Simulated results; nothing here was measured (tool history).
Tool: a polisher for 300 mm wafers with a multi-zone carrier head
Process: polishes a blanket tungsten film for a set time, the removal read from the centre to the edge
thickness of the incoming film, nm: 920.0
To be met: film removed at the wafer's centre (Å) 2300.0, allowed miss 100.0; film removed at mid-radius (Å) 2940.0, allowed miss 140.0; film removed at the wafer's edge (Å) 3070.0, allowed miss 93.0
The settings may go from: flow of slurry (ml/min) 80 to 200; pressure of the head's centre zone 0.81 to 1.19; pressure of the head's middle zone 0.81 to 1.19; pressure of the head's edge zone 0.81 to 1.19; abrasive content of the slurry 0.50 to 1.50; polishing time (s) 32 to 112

| run | hour | flow of slurry (ml/min) | pressure of the head's centre zone | pressure of the head's middle zone | pressure of the head's edge zone | abrasive content of the slurry | polishing time (s) | film removed at the wafer's centre (Å) | film removed at mid-radius (Å) | film removed at the wafer's edge (Å) |
|---|---|---|---|---|---|---|---|---|---|---|
| 1 | 0.0 | 130 | 1.00 | 1.00 | 1.00 | 1.00 | 72 | 2981.3 | 3194.3 | 3123.1 |
| 2 | 8.8 | 130 | 1.00 | 0.96 | 1.00 | 1.00 | 72 | 3021.2 | 3062.2 | 3149.7 |
| 3 | 12.5 | 130 | 1.00 | 1.01 | 1.00 | 1.00 | 72 | 2960.7 | 3189.6 | 3112.2 |
| 4 | 15.9 | 150 | 1.00 | 1.01 | 1.00 | 1.00 | 72 | 3060.3 | 3357.2 | 3189.4 |
| 5 | 17.4 | 140 | 0.95 | 1.01 | 1.01 | 1.00 | 72 | 2939.6 | 3239.7 | 3162.2 |
| 6 | 23.4 | 140 | 0.95 | 1.01 | 0.95 | 1.00 | 72 | 2958.7 | 3171.6 | 3096.3 |
| 7 | 31.2 | 125 | 0.91 | 1.02 | 1.00 | 0.95 | 72 | 2741.7 | 3131.7 | 3109.4 |
| 8 | 33.8 | 115 | 0.88 | 1.03 | 1.02 | 0.90 | 72 | 2515.3 | 3086.3 | 3035.8 |
| 9 | 38.6 | 110 | 0.86 | 1.02 | 1.03 | 0.90 | 72 | 2491.0 | 2998.9 | 3031.8 |

4 next moves are on the table. One of them brings every result within its allowed miss. Which?
| A | 43.4 | 110 | 0.87 | 1.01 | 1.04 | 0.85 | 70 | ? | ? | ? |
| B | 43.4 | 80 | 0.85 | 1.05 | 1.10 | 0.95 | 71 | ? | ? | ? |
| C | 43.4 | 135 | 0.92 | 1.00 | 1.02 | 0.75 | 74 | ? | ? | ? |
| D | 43.4 | 90 | 0.94 | 0.95 | 0.96 | 1.05 | 71 | ? | ? | ? |

| move | film removed at the wafer's centre (Å) | film removed at mid-radius (Å) | film removed at the wafer's edge (Å) |
|---|---|---|---|
| A | 2325.6 | 2835.5 | 2924.5 |
| B | 2254.9 | 2912.4 | 3055.4 |
| C | 2579.7 | 2939.8 | 2996.9 |
| D | 2635.0 | 2863.9 | 2995.2 |
A: brings the result that was furthest off to its target, and leaves another outside
B: meets every target
C: further off than the last run
D: further off than the last run
Answer: B
